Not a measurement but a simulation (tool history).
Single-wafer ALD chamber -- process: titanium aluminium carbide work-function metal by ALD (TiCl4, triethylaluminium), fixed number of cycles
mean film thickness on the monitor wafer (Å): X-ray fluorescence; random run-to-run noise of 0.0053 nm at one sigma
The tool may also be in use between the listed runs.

run  hour  heater temperature setpoint (°C)  triethylaluminium pulse time (s)  mean film thickness on the monitor wafer (Å)
  1   0.0                               290                              7.79                                        18.745
  2   6.1                               287                              7.35                                        18.222
  3  13.1                               284                              7.05                                        17.700
  4  17.4                               282                              6.92                                        17.544
  5  23.5                               280                              6.71                                        17.142
  6  24.0                               280                              4.69                                        13.720
  7  30.6                               281                              4.86                                        14.207
  8  39.0                               281                              4.86                                        14.243
  9  45.9                               293                              5.68                                        16.648
 10  53.0                               292                              5.67                                        16.581

Run 11 is up next; what results do you expect?
 11  54.7                               291                              5.66                                             ?

{"run 11": {"mean film thickness on the monitor wafer (Å)": 16.402}}

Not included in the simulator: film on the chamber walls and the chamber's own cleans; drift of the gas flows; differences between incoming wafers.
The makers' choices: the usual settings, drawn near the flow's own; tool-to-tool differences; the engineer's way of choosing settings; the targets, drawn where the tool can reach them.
